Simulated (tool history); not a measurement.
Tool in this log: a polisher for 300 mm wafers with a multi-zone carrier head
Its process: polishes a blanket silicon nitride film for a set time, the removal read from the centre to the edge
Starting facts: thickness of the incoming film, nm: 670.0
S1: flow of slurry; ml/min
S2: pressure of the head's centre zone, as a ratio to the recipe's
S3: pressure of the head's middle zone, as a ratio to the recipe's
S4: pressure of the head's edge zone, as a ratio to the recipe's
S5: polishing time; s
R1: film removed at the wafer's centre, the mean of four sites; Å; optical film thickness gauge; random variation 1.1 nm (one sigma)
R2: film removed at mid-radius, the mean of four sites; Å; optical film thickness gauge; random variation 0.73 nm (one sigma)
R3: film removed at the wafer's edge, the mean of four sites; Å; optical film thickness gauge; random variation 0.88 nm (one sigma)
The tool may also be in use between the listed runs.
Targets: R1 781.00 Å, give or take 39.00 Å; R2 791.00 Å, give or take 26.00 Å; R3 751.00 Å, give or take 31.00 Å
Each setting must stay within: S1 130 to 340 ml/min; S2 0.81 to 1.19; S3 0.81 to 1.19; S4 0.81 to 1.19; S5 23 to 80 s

run	hour	S1	S2	S3	S4	S5	R1	R2	R3
1	0.0	220	1.00	1.00	1.00	51	1459.30	1419.60	1419.50
2	4.3	215	0.99	1.00	0.99	48	1304.80	1329.90	1368.70
3	5.1	215	0.99	1.06	0.99	48	1314.40	1415.50	1361.00
4	6.4	215	1.03	1.06	0.99	48	1353.00	1406.60	1363.70
5	10.4	180	1.03	1.06	0.99	48	1321.00	1338.40	1336.60
6	16.3	175	1.04	1.06	0.97	45	1231.90	1265.80	1217.40
7	19.9	175	1.04	1.05	0.96	43	1222.50	1222.90	1174.70
8	21.5	175	1.03	1.04	0.95	41	1102.00	1138.00	1115.40
9	26.9	175	1.04	1.03	0.94	39	1075.10	1098.30	1063.00
10	27.9	180	1.02	0.97	0.86	25	697.20	657.05	646.45
11	36.9	180	1.02	0.98	0.87	25	700.34	667.98	654.53
12	42.6	180	1.02	0.99	0.88	25	688.65	665.75	657.81
13	43.7	180	1.03	1.00	0.89	25	687.59	682.80	661.92
14	45.4	180	1.04	1.00	0.90	25	692.41	669.88	656.31
15	46.0	180	1.04	1.01	0.90	25	700.31	689.08	656.45
16	54.4	180	1.04	1.01	0.91	25	679.66	671.77	667.62
17	59.6	180	1.05	1.02	0.91	25	702.58	686.11	667.15
18	68.0	180	1.05	1.03	0.92	25	705.36	687.72	668.51
19	76.0	180	1.05	1.04	0.93	25	706.78	709.94	656.79
20	82.9	170	1.05	1.04	0.94	27	761.30	753.05	722.98
21	84.9	165	1.05	1.06	0.96	27	740.89	745.87	727.14

5 next moves are on the table. One of them brings every result within its allowed miss. Which?
A	86.9	165	0.99	1.04	0.81	28	?	?	?
B	86.9	190	1.14	0.98	0.92	26	?	?	?
C	86.9	230	0.99	1.11	0.85	26	?	?	?
D	86.9	195	1.02	1.12	0.93	25	?	?	?
E	86.9	160	1.10	1.11	1.02	27	?	?	?

move	R1	R2	R3
A	712.48	791.19	696.00
B	785.27	716.68	698.24
C	704.62	821.13	687.18
D	679.05	775.84	675.68
E	758.85	800.71	742.31
A: meets the target for the result that was furthest off, but another lies outside its allowed miss
B: its largest miss is bigger than the last run's
C: takes the result that was furthest off past its target
D: meets the target for the result that was furthest off, but another lies outside its allowed miss
E: meets every target
E meets every target.
